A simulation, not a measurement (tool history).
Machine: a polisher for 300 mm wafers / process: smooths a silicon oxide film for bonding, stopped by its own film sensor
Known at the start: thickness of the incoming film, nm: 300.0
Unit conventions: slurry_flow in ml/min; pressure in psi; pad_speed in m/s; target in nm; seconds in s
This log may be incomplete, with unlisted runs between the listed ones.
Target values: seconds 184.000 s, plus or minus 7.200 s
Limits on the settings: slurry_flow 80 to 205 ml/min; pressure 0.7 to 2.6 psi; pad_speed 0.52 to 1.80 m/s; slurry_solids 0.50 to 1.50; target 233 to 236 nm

run	day	slurry_flow	pressure	pad_speed	slurry_solids	target	seconds
1	0.000	135	1.6	1.16	1.00	236	92.957
2	0.225	135	1.5	1.14	1.00	236	100.940
3	0.425	135	1.5	1.38	1.00	236	87.155
4	0.479	135	1.4	1.34	1.00	236	93.107
5	0.754	135	1.4	1.08	1.00	236	108.840
6	1.125	135	1.3	1.06	1.00	236	122.080
7	1.442	135	1.2	1.06	1.00	236	131.410
8	1.708	135	1.1	1.06	1.00	236	142.040
9	1.858	130	0.9	1.06	1.00	236	174.730
10	1.904	125	0.9	1.06	1.00	236	175.720
11	2.275	125	0.9	1.06	1.00	236	172.090

Next run, 4 choices. One meets every target within its allowed miss, the rest don't. Which?
A	2.646	100	1.3	0.88	0.90	235	?
B	2.646	100	1.0	1.16	0.95	233	?
C	2.646	130	0.9	1.16	1.00	235	?
D	2.646	130	1.0	0.90	1.00	233	?

move	seconds
A	154.020
B	161.750
C	163.490
D	186.270
A: moves away from the targets compared with the last run
B: moves away from the targets compared with the last run
C: moves away from the targets compared with the last run
D: each result inside its tolerance
The move that meets every target is D.
